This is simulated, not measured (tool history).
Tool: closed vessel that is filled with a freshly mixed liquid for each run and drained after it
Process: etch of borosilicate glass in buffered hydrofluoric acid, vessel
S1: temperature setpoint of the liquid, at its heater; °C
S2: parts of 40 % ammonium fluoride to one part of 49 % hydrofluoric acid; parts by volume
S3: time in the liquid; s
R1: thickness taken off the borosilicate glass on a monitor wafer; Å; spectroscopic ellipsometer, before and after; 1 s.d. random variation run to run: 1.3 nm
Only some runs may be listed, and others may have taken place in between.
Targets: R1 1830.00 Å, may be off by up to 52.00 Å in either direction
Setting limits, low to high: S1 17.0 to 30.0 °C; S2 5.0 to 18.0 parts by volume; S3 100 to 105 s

run    day    S1    S2   S3       R1
  1  0.000  22.0  11.0  100   915.18
  2  0.208  24.0  10.0  100  1120.90
  3  0.375  26.0  10.0  100  1240.60
  4  0.712  29.0  10.0  100  1458.70
  5  0.921  29.0   9.5  100  1515.90
  6  1.025  29.0   9.0  100  1556.80
  7  1.221  29.0   8.5  100  1682.20
  8  1.242  29.5   8.5  100  1708.40

Which of these 4 next moves meets every target?
  A  1.262  30.0  8.5  105   ?
  B  1.262  29.0  9.0  100   ?
  C  1.262  27.5  8.0  100   ?
  D  1.262  29.5  9.0  100   ?

move       R1
   A  1842.00
   B  1564.50
   C  1647.20
   D  1605.50
A: each result inside its tolerance
B: misses by more than the last run did
C: misses by more than the last run did
D: misses by more than the last run did
Go with A: it meets all targets.
